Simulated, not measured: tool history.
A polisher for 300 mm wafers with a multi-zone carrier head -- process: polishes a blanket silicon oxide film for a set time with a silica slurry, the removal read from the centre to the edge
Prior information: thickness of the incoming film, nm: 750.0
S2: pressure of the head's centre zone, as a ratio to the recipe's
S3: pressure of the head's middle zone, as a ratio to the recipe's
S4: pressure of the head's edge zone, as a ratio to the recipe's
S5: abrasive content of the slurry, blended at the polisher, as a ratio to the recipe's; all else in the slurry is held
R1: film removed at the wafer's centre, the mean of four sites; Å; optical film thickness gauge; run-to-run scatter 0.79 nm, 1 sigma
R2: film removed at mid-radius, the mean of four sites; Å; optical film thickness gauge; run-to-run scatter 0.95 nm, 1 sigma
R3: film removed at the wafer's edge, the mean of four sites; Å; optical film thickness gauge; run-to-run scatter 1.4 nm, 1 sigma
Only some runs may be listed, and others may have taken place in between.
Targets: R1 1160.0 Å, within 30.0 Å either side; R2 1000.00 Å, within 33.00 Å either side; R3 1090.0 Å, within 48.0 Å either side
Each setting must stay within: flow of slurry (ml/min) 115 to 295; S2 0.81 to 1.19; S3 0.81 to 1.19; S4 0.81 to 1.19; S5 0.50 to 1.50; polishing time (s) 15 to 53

Run 1, hour 0.0: flow of slurry (ml/min) 190, S2 1.00, S3 1.00, S4 1.00, S5 1.00, polishing time (s) 34. Result: R1 1238.1 Å, R2 1258.30 Å, R3 1244.8 Å.
Run 2, hour 8.6: flow of slurry (ml/min) 190, S2 1.00, S3 1.00, S4 0.94, S5 1.00, polishing time (s) 34. Result: R1 1252.4 Å, R2 1280.10 Å, R3 1235.2 Å.
Run 3, hour 17.1: flow of slurry (ml/min) 190, S2 1.00, S3 0.91, S4 0.94, S5 1.00, polishing time (s) 34. Result: R1 1231.1 Å, R2 1205.30 Å, R3 1224.2 Å.
Run 4, hour 19.2: flow of slurry (ml/min) 185, S2 1.01, S3 0.89, S4 0.94, S5 0.95, polishing time (s) 34. Result: R1 1204.5 Å, R2 1153.80 Å, R3 1175.1 Å.
Run 5, hour 24.5: flow of slurry (ml/min) 180, S2 1.02, S3 0.88, S4 0.95, S5 0.95, polishing time (s) 34. Result: R1 1235.3 Å, R2 1142.90 Å, R3 1162.0 Å.
Run 6, hour 29.1: flow of slurry (ml/min) 175, S2 1.02, S3 0.87, S4 0.97, S5 0.95, polishing time (s) 34. Result: R1 1224.3 Å, R2 1108.70 Å, R3 1237.4 Å.
Run 7, hour 29.9: flow of slurry (ml/min) 135, S2 1.03, S3 0.81, S4 0.87, S5 0.85, polishing time (s) 34. Result: R1 1094.8 Å, R2 953.17 Å, R3 1056.5 Å.
Run 8, hour 36.2: flow of slurry (ml/min) 140, S2 1.03, S3 0.81, S4 0.87, S5 0.85, polishing time (s) 34. Result: R1 1110.2 Å, R2 969.40 Å, R3 1056.8 Å.
Run 9, hour 44.3: flow of slurry (ml/min) 145, S2 1.03, S3 0.81, S4 0.88, S5 0.85, polishing time (s) 34. Result: R1 1130.7 Å, R2 980.72 Å, R3 1073.0 Å.

Exercise: of the 5 proposed moves below, exactly one satisfies all targets within the stated allowed misses. Which move is it?
Run A, hour 52.4: flow of slurry (ml/min) 175, S2 1.06, S3 0.86, S4 1.00, S5 0.80, polishing time (s) 32. Result: R1 ?, R2 ?, R3 ?.
Run B, hour 52.4: flow of slurry (ml/min) 125, S2 1.07, S3 0.90, S4 0.96, S5 0.80, polishing time (s) 34. Result: R1 ?, R2 ?, R3 ?.
Run C, hour 52.4: flow of slurry (ml/min) 115, S2 1.17, S3 0.81, S4 0.90, S5 0.60, polishing time (s) 39. Result: R1 ?, R2 ?, R3 ?.
Run D, hour 52.4: flow of slurry (ml/min) 130, S2 1.01, S3 0.86, S4 0.83, S5 0.75, polishing time (s) 36. Result: R1 ?, R2 ?, R3 ?.
Run E, hour 52.4: flow of slurry (ml/min) 150, S2 1.03, S3 0.81, S4 0.86, S5 1.15, polishing time (s) 31. Result: R1 ?, R2 ?, R3 ?.

move      R1       R2      R3
   A  1102.2   987.72  1062.6
   B  1083.5  1003.40  1049.6
   C  1158.6   930.54  1024.9
   D  1078.3  1014.80  1024.9
   E  1155.7  1023.50  1082.0
A: further off than the last run
B: further off than the last run
C: the worst result of the last run now meets its target, but another is out of spec
D: further off than the last run
E: all results land within tolerance of their targets
Move E is the one to make.

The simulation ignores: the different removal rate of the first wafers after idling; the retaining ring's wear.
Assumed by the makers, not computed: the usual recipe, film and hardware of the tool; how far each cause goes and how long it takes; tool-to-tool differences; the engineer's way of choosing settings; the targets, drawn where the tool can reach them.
